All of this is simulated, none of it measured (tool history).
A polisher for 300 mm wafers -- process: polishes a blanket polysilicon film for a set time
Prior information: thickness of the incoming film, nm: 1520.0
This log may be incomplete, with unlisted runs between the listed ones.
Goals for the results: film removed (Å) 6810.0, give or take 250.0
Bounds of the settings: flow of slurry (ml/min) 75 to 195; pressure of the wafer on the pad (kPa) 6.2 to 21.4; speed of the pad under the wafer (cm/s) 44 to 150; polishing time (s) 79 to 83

| run | hour | flow of slurry (ml/min) | pressure of the wafer on the pad (kPa) | speed of the pad under the wafer (cm/s) | polishing time (s) | film removed (Å) |
|---|---|---|---|---|---|---|
| 1 | 0.0 | 125 | 13.8 | 96 | 79 | 4950.2 |
| 2 | 5.3 | 100 | 13.8 | 96 | 79 | 4651.4 |
| 3 | 9.4 | 120 | 13.8 | 96 | 79 | 4908.7 |
| 4 | 10.2 | 105 | 13.8 | 96 | 79 | 4774.1 |
| 5 | 12.3 | 120 | 15.2 | 96 | 79 | 5373.6 |
| 6 | 19.9 | 120 | 12.4 | 96 | 79 | 4443.5 |
| 7 | 22.1 | 135 | 13.8 | 96 | 79 | 5056.6 |
| 8 | 25.0 | 145 | 15.2 | 96 | 79 | 5522.4 |
| 9 | 29.4 | 150 | 15.9 | 96 | 79 | 5779.1 |
| 10 | 35.8 | 155 | 16.5 | 96 | 79 | 6187.8 |
| 11 | 42.0 | 160 | 17.2 | 96 | 79 | 6333.6 |

Below are 4 possible settings for the next run. Only one of them brings all results inside the allowed miss of their targets. Which is it?
| A | 48.2 | 180 | 19.3 | 100 | 79 | ? |
| B | 48.2 | 140 | 20.7 | 88 | 79 | ? |
| C | 48.2 | 160 | 18.6 | 86 | 79 | ? |
| D | 48.2 | 165 | 17.9 | 80 | 83 | ? |

| move | film removed (Å) |
|---|---|
| A | 7540.2 |
| B | 6804.7 |
| C | 6176.9 |
| D | 5871.8 |
A: pushes the last run's worst result past its target
B: each result inside its tolerance
C: misses by more than the last run did
D: misses by more than the last run did
The right move is B.
